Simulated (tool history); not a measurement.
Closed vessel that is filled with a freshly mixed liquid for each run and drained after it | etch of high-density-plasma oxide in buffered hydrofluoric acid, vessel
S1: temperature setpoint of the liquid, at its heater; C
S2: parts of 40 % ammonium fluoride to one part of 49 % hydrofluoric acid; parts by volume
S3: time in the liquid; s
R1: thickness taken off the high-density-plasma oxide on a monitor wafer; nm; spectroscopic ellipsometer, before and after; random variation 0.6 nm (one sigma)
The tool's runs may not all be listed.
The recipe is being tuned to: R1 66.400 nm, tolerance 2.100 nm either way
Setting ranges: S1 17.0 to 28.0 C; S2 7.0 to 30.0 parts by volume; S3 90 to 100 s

run    day    S1    S2   S3      R1
  1  0.000  20.0  19.0   90  49.234
  2  0.221  20.0  19.0  100  54.310
  3  0.429  20.0  19.0  100  54.460
  4  0.617  20.0  22.5  100  48.146
  5  0.658  22.0  22.5  100  52.364
  6  0.979  23.5  22.5  100  57.526
  7  1.225  24.5  22.5  100  61.763
  8  1.425  25.0  22.5  100  61.622
  9  1.596  27.0  22.5  100  69.615
 10  1.817  27.0  22.5  100  69.722

Next run, 4 choices. One meets every target within its allowed miss, the rest don't. Which?
  A  2.038  27.0  19.0  90   ?
  B  2.038  27.0  22.5  95   ?
  C  2.038  26.5  20.0  95   ?
  D  2.038  27.0  18.5  90   ?

move      R1
   A  71.395
   B  66.088
   C  69.747
   D  73.294
A: further off than the last run
B: each result inside its tolerance
C: no nearer and no further than the last run
D: further off than the last run
Correct choice: B, which meets every target
